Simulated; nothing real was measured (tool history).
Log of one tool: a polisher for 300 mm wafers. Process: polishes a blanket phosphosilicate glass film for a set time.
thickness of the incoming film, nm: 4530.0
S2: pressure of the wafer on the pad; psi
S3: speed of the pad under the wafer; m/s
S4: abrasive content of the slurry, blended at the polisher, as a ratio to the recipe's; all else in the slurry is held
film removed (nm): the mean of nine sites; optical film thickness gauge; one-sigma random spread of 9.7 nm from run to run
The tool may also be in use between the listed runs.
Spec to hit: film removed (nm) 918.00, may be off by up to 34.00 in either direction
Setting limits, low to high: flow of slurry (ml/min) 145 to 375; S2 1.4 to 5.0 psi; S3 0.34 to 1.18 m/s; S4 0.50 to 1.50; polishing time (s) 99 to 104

{"run": 1, "hour": 0.0, "flow of slurry (ml/min)": 240, "S2": 3.2, "S3": 0.76, "S4": 1.0, "polishing time (s)": 99, "film removed (nm)": 530.33}
{"run": 2, "hour": 0.9, "flow of slurry (ml/min)": 240, "S2": 4.0, "S3": 0.76, "S4": 1.0, "polishing time (s)": 99, "film removed (nm)": 660.58}
{"run": 3, "hour": 7.0, "flow of slurry (ml/min)": 240, "S2": 4.0, "S3": 0.68, "S4": 1.0, "polishing time (s)": 99, "film removed (nm)": 601.43}
{"run": 4, "hour": 12.9, "flow of slurry (ml/min)": 240, "S2": 4.8, "S3": 0.68, "S4": 1.0, "polishing time (s)": 99, "film removed (nm)": 719.88}
{"run": 5, "hour": 19.3, "flow of slurry (ml/min)": 240, "S2": 5.0, "S3": 0.68, "S4": 1.0, "polishing time (s)": 99, "film removed (nm)": 755.99}
{"run": 6, "hour": 22.6, "flow of slurry (ml/min)": 240, "S2": 5.0, "S3": 0.68, "S4": 1.0, "polishing time (s)": 104, "film removed (nm)": 784.52}
{"run": 7, "hour": 25.9, "flow of slurry (ml/min)": 240, "S2": 5.0, "S3": 0.72, "S4": 1.0, "polishing time (s)": 104, "film removed (nm)": 814.44}
{"run": 8, "hour": 34.2, "flow of slurry (ml/min)": 240, "S2": 5.0, "S3": 0.76, "S4": 1.0, "polishing time (s)": 104, "film removed (nm)": 860.31}
{"run": 9, "hour": 41.1, "flow of slurry (ml/min)": 240, "S2": 5.0, "S3": 0.78, "S4": 1.0, "polishing time (s)": 104, "film removed (nm)": 856.77}
{"hour": 47.1, "done": "slurry blender recalibrated"}
{"run": 10, "hour": 47.1, "flow of slurry (ml/min)": 240, "S2": 5.0, "S3": 0.8, "S4": 1.0, "polishing time (s)": 104, "film removed (nm)": 1002.3}
{"run": 11, "hour": 51.3, "flow of slurry (ml/min)": 240, "S2": 4.9, "S3": 0.8, "S4": 1.0, "polishing time (s)": 104, "film removed (nm)": 957.44}

5 candidate next runs follow, results not yet known. Just one meets every target within its allowed miss. Identify it.
{"run": "A", "hour": 55.5, "flow of slurry (ml/min)": 215, "S2": 4.8, "S3": 0.82, "S4": 0.95, "polishing time (s)": 104, "film removed (nm)": "?"}
{"run": "B", "hour": 55.5, "flow of slurry (ml/min)": 235, "S2": 5.0, "S3": 0.78, "S4": 1.05, "polishing time (s)": 104, "film removed (nm)": "?"}
{"run": "C", "hour": 55.5, "flow of slurry (ml/min)": 225, "S2": 5.0, "S3": 0.84, "S4": 0.95, "polishing time (s)": 102, "film removed (nm)": "?"}
{"run": "D", "hour": 55.5, "flow of slurry (ml/min)": 210, "S2": 5.0, "S3": 0.88, "S4": 1.05, "polishing time (s)": 101, "film removed (nm)": "?"}
{"run": "E", "hour": 55.5, "flow of slurry (ml/min)": 235, "S2": 5.0, "S3": 0.82, "S4": 1.05, "polishing time (s)": 104, "film removed (nm)": "?"}

move=A film_removed_(nm)=947.43
move=B film_removed_(nm)=996.20
move=C film_removed_(nm)=992.05
move=D film_removed_(nm)=1049.60
move=E film_removed_(nm)=1036.90
A: all results land within tolerance of their targets
B: its largest miss is bigger than the last run's
C: its largest miss is bigger than the last run's
D: its largest miss is bigger than the last run's
E: its largest miss is bigger than the last run's
A meets every target.
